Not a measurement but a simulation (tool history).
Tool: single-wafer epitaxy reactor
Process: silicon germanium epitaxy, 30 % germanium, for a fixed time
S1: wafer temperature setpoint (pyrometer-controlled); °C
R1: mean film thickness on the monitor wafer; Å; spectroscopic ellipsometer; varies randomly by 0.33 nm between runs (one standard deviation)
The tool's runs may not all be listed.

Run 1, hour 0.0: S1 615 °C, chamber pressure (Torr) 20.4. Result: R1 782.79 Å.
Run 2, hour 8.1: S1 610 °C, chamber pressure (Torr) 20.4. Result: R1 726.48 Å.
Run 3, hour 13.9: S1 620 °C, chamber pressure (Torr) 20.4. Result: R1 848.18 Å.
Run 4, hour 15.7: S1 620 °C, chamber pressure (Torr) 22.5. Result: R1 866.04 Å.
Run 5, hour 21.0: S1 610 °C, chamber pressure (Torr) 22.5. Result: R1 741.09 Å.
Run 6, hour 25.0: S1 615 °C, chamber pressure (Torr) 22.5. Result: R1 806.31 Å.

Run 7 comes next. What will it give?
Run 7, hour 29.1: S1 618 °C, chamber pressure (Torr) 22.6. Result: R1 ?.

{"run 7": {"R1": 845.88}}

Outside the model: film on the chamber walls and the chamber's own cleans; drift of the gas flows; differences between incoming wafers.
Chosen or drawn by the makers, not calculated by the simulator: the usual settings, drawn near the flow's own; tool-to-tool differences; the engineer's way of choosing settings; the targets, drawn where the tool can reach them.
